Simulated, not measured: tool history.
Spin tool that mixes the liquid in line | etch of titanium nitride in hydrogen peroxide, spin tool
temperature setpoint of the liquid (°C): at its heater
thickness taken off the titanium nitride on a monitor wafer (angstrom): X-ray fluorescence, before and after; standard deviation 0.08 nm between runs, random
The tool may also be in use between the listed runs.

| run | hour | temperature setpoint of the liquid (°C) | concentration of hydrogen peroxide in the mixed liquid (% by weight) | time under the liquid (s) | thickness taken off the titanium nitride on a monitor wafer (angstrom) |
|---|---|---|---|---|---|
| 1 | 0 | 53 | 16.5 | 280 | 87.539 |
| 2 | 9 | 50 | 16.5 | 280 | 70.505 |
| 3 | 14.4 | 50 | 16.5 | 280 | 70.993 |
| 4 | 15.3 | 53 | 16.5 | 280 | 87.471 |
| 5 | 21.1 | 55.5 | 16.5 | 280 | 105 |
| 6 | 29.5 | 55.5 | 16.5 | 300 | 111.8 |
| 7 | 38.5 | 57 | 16.5 | 300 | 123.05 |
| 8 | 45.9 | 61.5 | 16.5 | 300 | 169.15 |

What will run 9 give?
| 9 | 53.7 | 61 | 16.5 | 300 | ? |

{"run 9": {"thickness taken off the titanium nitride on a monitor wafer (angstrom)": 163.65}}
